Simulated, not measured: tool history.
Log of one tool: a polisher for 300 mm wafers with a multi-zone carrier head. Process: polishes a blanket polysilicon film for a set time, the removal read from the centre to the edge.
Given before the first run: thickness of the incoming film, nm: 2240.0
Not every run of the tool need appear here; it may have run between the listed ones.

| run | day | flow of slurry (ml/min) | pressure of the head's centre zone | pressure of the head's middle zone | pressure of the head's edge zone | polishing time (s) | film removed at the wafer's centre (Å) | film removed at mid-radius (Å) | film removed at the wafer's edge (Å) |
|---|---|---|---|---|---|---|---|---|---|
| 1 | 0.000 | 150 | 1.00 | 1.00 | 1.00 | 72 | 4069.4 | 3949.5 | 4063.2 |
| 2 | 0.321 | 150 | 0.97 | 1.00 | 1.00 | 72 | 3936.4 | 3962.1 | 4084.2 |
| 3 | 0.662 | 150 | 0.97 | 1.00 | 1.00 | 80 | 4357.2 | 4492.6 | 4514.7 |
| 4 | 0.896 | 140 | 0.95 | 0.96 | 0.97 | 74 | 3874.0 | 4002.3 | 4081.5 |
| 5 | 1.175 | 140 | 0.95 | 1.01 | 0.97 | 74 | 3884.2 | 4069.8 | 4061.9 |
| 6 | 1.496 | 130 | 0.95 | 0.97 | 0.98 | 69 | 3508.4 | 3564.1 | 3790.9 |
| 7 | 1.662 | 120 | 0.95 | 0.94 | 0.96 | 66 | 3373.3 | 3321.7 | 3498.3 |
| 8 | 1.900 | 120 | 0.95 | 0.94 | 0.96 | 66 | 3313.9 | 3238.5 | 3515.2 |
| 9 | 2.142 | 115 | 0.94 | 0.91 | 0.95 | 65 | 3172.3 | 3124.0 | 3374.4 |
| 10 | 2.488 | 95 | 0.92 | 0.81 | 1.01 | 60 | 2668.5 | 2465.2 | 3150.1 |
| 11 | 2.783 | 100 | 0.92 | 0.82 | 1.00 | 60 | 2696.4 | 2511.3 | 3137.0 |
| 12 | 2.996 | 125 | 0.93 | 0.87 | 0.97 | 60 | 2999.5 | 2850.0 | 3252.2 |
| 13 | 3.121 | 125 | 0.93 | 0.87 | 0.97 | 60 | 2996.3 | 2873.9 | 3213.4 |
| 14 | 3.446 | 125 | 0.93 | 0.87 | 0.97 | 60 | 2995.6 | 2797.0 | 3191.0 |
| 15 | 3.800 | 120 | 0.93 | 0.87 | 0.97 | 60 | 2972.8 | 2821.5 | 3232.0 |

For run 16, what comes out?
| 16 | 3.871 | 120 | 0.93 | 0.87 | 0.97 | 60 | ? | ? | ? |

{"run 16": {"film removed at the wafer's centre (Å)": 2911.7, "film removed at mid-radius (Å)": 2854.1, "film removed at the wafer's edge (Å)": 3259.1}}
